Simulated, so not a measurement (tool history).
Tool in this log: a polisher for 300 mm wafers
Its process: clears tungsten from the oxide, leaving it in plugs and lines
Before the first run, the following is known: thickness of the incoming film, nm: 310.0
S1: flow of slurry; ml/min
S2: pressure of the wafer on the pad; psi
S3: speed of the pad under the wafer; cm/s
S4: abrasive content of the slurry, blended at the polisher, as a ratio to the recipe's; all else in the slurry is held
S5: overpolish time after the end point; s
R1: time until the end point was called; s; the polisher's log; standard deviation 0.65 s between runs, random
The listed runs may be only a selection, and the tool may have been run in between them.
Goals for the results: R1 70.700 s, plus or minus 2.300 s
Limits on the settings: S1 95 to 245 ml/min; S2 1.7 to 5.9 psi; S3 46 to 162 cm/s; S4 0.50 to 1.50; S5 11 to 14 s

| run | hour | S1 | S2 | S3 | S4 | S5 | R1 |
|---|---|---|---|---|---|---|---|
| 1 | 0.0 | 155 | 3.8 | 104 | 1.00 | 14 | 58.819 |
| 2 | 1.8 | 155 | 3.8 | 104 | 0.85 | 14 | 59.591 |
| 3 | 6.5 | 155 | 3.8 | 104 | 0.85 | 14 | 60.494 |
| 4 | 8.8 | 155 | 3.8 | 104 | 0.70 | 14 | 62.466 |
| 5 | 11.7 | 155 | 3.8 | 104 | 0.70 | 14 | 63.210 |
| 6 | 20.5 | 185 | 3.8 | 104 | 0.70 | 14 | 60.212 |
| 7 | 25.4 | 185 | 3.8 | 104 | 0.70 | 14 | 60.971 |
| 8 | 32.3 | 180 | 3.6 | 104 | 0.70 | 14 | 65.576 |
| 9 | 35.4 | 175 | 3.5 | 104 | 0.70 | 14 | 67.332 |
| 10 | 43.2 | 170 | 3.5 | 104 | 0.70 | 14 | 66.840 |

4 candidate next runs follow, results not yet known. Just one meets every target within its allowed miss. Identify it.
| A | 51.0 | 170 | 2.7 | 106 | 1.00 | 14 | ? |
| B | 51.0 | 190 | 3.3 | 104 | 0.70 | 14 | ? |
| C | 51.0 | 185 | 4.0 | 78 | 0.80 | 11 | ? |
| D | 51.0 | 160 | 3.8 | 110 | 0.65 | 14 | ? |

| move | R1 |
|---|---|
| A | 78.080 |
| B | 70.158 |
| C | 74.852 |
| D | 60.083 |
A: takes the result that was furthest off past its target
B: hits every target within its allowed miss
C: takes the result that was furthest off past its target
D: further off than the last run
B is the move that brings every result within its allowed miss.
